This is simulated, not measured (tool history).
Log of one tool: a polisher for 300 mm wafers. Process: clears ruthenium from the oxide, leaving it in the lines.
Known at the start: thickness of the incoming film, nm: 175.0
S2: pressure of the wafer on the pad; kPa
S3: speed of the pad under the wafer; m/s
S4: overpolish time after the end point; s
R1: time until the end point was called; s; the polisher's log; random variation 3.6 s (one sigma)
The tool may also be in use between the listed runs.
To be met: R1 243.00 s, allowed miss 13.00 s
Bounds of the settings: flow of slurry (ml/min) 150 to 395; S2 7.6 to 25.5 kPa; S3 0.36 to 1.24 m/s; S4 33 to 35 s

{"run": 1, "day": 0.0, "flow of slurry (ml/min)": 250, "S2": 16.5, "S3": 0.8, "S4": 33, "R1": 181.36}
{"run": 2, "day": 0.254, "flow of slurry (ml/min)": 250, "S2": 16.5, "S3": 0.8, "S4": 35, "R1": 181.34}
{"run": 3, "day": 0.292, "flow of slurry (ml/min)": 250, "S2": 16.5, "S3": 0.8, "S4": 35, "R1": 179.41}
{"run": 4, "day": 0.417, "flow of slurry (ml/min)": 190, "S2": 16.5, "S3": 0.8, "S4": 35, "R1": 185.13}
{"run": 5, "day": 0.458, "flow of slurry (ml/min)": 150, "S2": 16.5, "S3": 0.8, "S4": 35, "R1": 204.44}
{"run": 6, "day": 0.517, "flow of slurry (ml/min)": 150, "S2": 16.5, "S3": 0.8, "S4": 35, "R1": 199.19}
{"run": 7, "day": 0.779, "flow of slurry (ml/min)": 150, "S2": 15.9, "S3": 0.8, "S4": 35, "R1": 206.93}
{"run": 8, "day": 1.1, "flow of slurry (ml/min)": 150, "S2": 15.2, "S3": 0.8, "S4": 35, "R1": 210.6}
{"run": 9, "day": 1.412, "flow of slurry (ml/min)": 150, "S2": 14.5, "S3": 0.8, "S4": 35, "R1": 219.27}
{"run": 10, "day": 1.496, "flow of slurry (ml/min)": 150, "S2": 13.8, "S3": 0.8, "S4": 35, "R1": 228.95}

5 next moves are on the table. One of them brings every result within its allowed miss. Which?
{"run": "A", "day": 1.579, "flow of slurry (ml/min)": 150, "S2": 15.2, "S3": 0.8, "S4": 33, "R1": "?"}
{"run": "B", "day": 1.579, "flow of slurry (ml/min)": 160, "S2": 13.1, "S3": 0.68, "S4": 33, "R1": "?"}
{"run": "C", "day": 1.579, "flow of slurry (ml/min)": 150, "S2": 14.5, "S3": 0.74, "S4": 35, "R1": "?"}
{"run": "D", "day": 1.579, "flow of slurry (ml/min)": 155, "S2": 13.1, "S3": 0.86, "S4": 33, "R1": "?"}
{"run": "E", "day": 1.579, "flow of slurry (ml/min)": 150, "S2": 16.5, "S3": 0.8, "S4": 33, "R1": "?"}

move=A R1=211.70
move=B R1=270.29
move=C R1=236.10
move=D R1=217.09
move=E R1=198.59
A: further off than the last run
B: takes the result that was furthest off past its target
C: meets every target
D: further off than the last run
E: further off than the last run
Answer: C
